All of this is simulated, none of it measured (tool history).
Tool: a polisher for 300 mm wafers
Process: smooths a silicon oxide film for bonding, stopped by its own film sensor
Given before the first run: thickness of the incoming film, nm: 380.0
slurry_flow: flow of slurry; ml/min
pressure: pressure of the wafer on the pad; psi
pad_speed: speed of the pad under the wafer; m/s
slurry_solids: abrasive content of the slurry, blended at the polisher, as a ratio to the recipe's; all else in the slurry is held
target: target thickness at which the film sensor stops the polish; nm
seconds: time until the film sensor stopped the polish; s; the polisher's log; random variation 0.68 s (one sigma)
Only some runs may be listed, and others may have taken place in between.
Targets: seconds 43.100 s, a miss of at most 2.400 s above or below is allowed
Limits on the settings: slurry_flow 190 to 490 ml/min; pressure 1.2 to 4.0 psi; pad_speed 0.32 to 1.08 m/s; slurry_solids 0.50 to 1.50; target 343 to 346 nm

{"run": 1, "day": 0.0, "slurry_flow": 315, "pressure": 2.6, "pad_speed": 0.7, "slurry_solids": 1.0, "target": 343, "seconds": 55.882}
{"run": 2, "day": 0.346, "slurry_flow": 245, "pressure": 2.6, "pad_speed": 0.7, "slurry_solids": 1.0, "target": 343, "seconds": 55.901}
{"run": 3, "day": 0.462, "slurry_flow": 245, "pressure": 2.7, "pad_speed": 0.7, "slurry_solids": 1.0, "target": 343, "seconds": 56.367}
{"run": 4, "day": 0.588, "slurry_flow": 245, "pressure": 2.7, "pad_speed": 0.7, "slurry_solids": 1.0, "target": 343, "seconds": 55.839}
{"run": 5, "day": 0.633, "slurry_flow": 245, "pressure": 2.8, "pad_speed": 0.7, "slurry_solids": 1.0, "target": 343, "seconds": 54.0}
{"run": 6, "day": 0.658, "slurry_flow": 245, "pressure": 2.9, "pad_speed": 0.7, "slurry_solids": 1.0, "target": 343, "seconds": 51.549}
{"run": 7, "day": 0.867, "slurry_flow": 245, "pressure": 3.0, "pad_speed": 0.7, "slurry_solids": 1.0, "target": 343, "seconds": 50.338}
{"run": 8, "day": 0.95, "slurry_flow": 245, "pressure": 3.1, "pad_speed": 0.7, "slurry_solids": 1.0, "target": 343, "seconds": 48.87}
{"run": 9, "day": 1.158, "slurry_flow": 245, "pressure": 3.2, "pad_speed": 0.7, "slurry_solids": 1.0, "target": 343, "seconds": 47.192}
{"run": 10, "day": 1.483, "slurry_flow": 245, "pressure": 3.3, "pad_speed": 0.7, "slurry_solids": 1.0, "target": 343, "seconds": 45.102}

Consider the 5 candidate settings below. Which is the only one whose results all fall within their allowed miss of target?
{"run": "A", "day": 1.808, "slurry_flow": 275, "pressure": 2.6, "pad_speed": 0.68, "slurry_solids": 1.1, "target": 346, "seconds": "?"}
{"run": "B", "day": 1.808, "slurry_flow": 260, "pressure": 3.8, "pad_speed": 0.58, "slurry_solids": 1.0, "target": 345, "seconds": "?"}
{"run": "C", "day": 1.808, "slurry_flow": 220, "pressure": 3.6, "pad_speed": 0.48, "slurry_solids": 1.25, "target": 345, "seconds": "?"}
{"run": "D", "day": 1.808, "slurry_flow": 290, "pressure": 3.3, "pad_speed": 0.64, "slurry_solids": 0.95, "target": 344, "seconds": "?"}
{"run": "E", "day": 1.808, "slurry_flow": 275, "pressure": 3.0, "pad_speed": 0.7, "slurry_solids": 0.95, "target": 345, "seconds": "?"}

move=A seconds=49.629
move=B seconds=42.879
move=C seconds=47.098
move=D seconds=47.933
move=E seconds=47.875
A: lands further from the targets than the last run did
B: meets every target
C: lands further from the targets than the last run did
D: lands further from the targets than the last run did
E: lands further from the targets than the last run did
Correct choice: B, which meets every target
